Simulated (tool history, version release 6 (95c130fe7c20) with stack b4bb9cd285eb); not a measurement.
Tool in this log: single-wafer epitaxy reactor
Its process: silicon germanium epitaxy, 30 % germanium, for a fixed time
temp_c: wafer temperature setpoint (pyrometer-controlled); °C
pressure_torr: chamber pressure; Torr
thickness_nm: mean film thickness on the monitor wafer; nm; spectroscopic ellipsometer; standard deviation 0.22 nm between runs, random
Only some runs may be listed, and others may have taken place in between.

run 1 hour=0 | temp_c=595 pressure_torr=22.4 | thickness_nm=53.874
run 2 hour=8.8 | temp_c=601 pressure_torr=22.4 | thickness_nm=60.11
run 3 hour=16.3 | temp_c=597 pressure_torr=22.4 | thickness_nm=55.886
run 4 hour=25.2 | temp_c=597 pressure_torr=18.9 | thickness_nm=51.808
-- hour=26.3 pyrometer calibrated
run 5 hour=26.3 | temp_c=597 pressure_torr=21.2 | thickness_nm=59.294
run 6 hour=33.6 | temp_c=598 pressure_torr=21.2 | thickness_nm=60.694
run 7 hour=36.5 | temp_c=599 pressure_torr=21.2 | thickness_nm=62.025

Expected results for the next run?
run 8 hour=44.8 | temp_c=601 pressure_torr=21.2 | thickness_nm=?

thickness_nm: 64.19 nm
